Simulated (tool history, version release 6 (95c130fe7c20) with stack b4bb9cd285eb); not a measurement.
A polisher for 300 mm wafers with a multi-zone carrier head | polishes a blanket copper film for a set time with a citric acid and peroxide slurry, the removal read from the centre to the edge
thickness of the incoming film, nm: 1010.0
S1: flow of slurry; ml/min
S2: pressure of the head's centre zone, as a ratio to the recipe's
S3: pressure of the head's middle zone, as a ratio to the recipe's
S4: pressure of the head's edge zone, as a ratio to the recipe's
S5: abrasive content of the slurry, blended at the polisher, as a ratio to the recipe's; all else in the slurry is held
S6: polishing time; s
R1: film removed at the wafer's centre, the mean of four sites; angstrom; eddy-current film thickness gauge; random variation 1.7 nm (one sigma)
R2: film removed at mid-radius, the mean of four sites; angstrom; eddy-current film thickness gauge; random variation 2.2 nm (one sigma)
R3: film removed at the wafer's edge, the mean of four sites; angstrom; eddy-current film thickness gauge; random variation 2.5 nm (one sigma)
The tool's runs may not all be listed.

| run | hour | S1 | S2 | S3 | S4 | S5 | S6 | R1 | R2 | R3 |
|---|---|---|---|---|---|---|---|---|---|---|
| 1 | 0 | 265 | 1 | 1 | 1 | 1 | 60 | 1415.1 | 1407.1 | 1402.8 |
| 2 | 2 | 265 | 0.93 | 1 | 1 | 1 | 60 | 1299.8 | 1450.9 | 1373.4 |
| 3 | 9.4 | 265 | 0.93 | 1 | 0.95 | 1 | 60 | 1301.6 | 1436.6 | 1326.6 |
| 4 | 12.8 | 265 | 0.93 | 1 | 0.95 | 1 | 75 | 1628.1 | 1761.3 | 1671.7 |
| 5 | 15.1 | 275 | 0.95 | 1.01 | 0.97 | 1.05 | 75 | 1708.7 | 1786.3 | 1706.8 |
| 6 | 17.3 | 280 | 0.96 | 1.02 | 0.99 | 1.05 | 75 | 1732.6 | 1848.9 | 1763.6 |
| 7 | 20.8 | 280 | 0.96 | 1.02 | 0.99 | 1.05 | 75 | 1702.2 | 1828.9 | 1770.5 |
| 8 | 28.7 | 285 | 0.98 | 1.02 | 0.99 | 1.05 | 75 | 1753.2 | 1821.1 | 1738 |

Forecast run 9:
| 9 | 33.3 | 285 | 1 | 1.02 | 1.01 | 1.1 | 75 | ? | ? | ? |

{"run 9": {"R1": 1803, "R2": 1840.6, "R3": 1790.3}}

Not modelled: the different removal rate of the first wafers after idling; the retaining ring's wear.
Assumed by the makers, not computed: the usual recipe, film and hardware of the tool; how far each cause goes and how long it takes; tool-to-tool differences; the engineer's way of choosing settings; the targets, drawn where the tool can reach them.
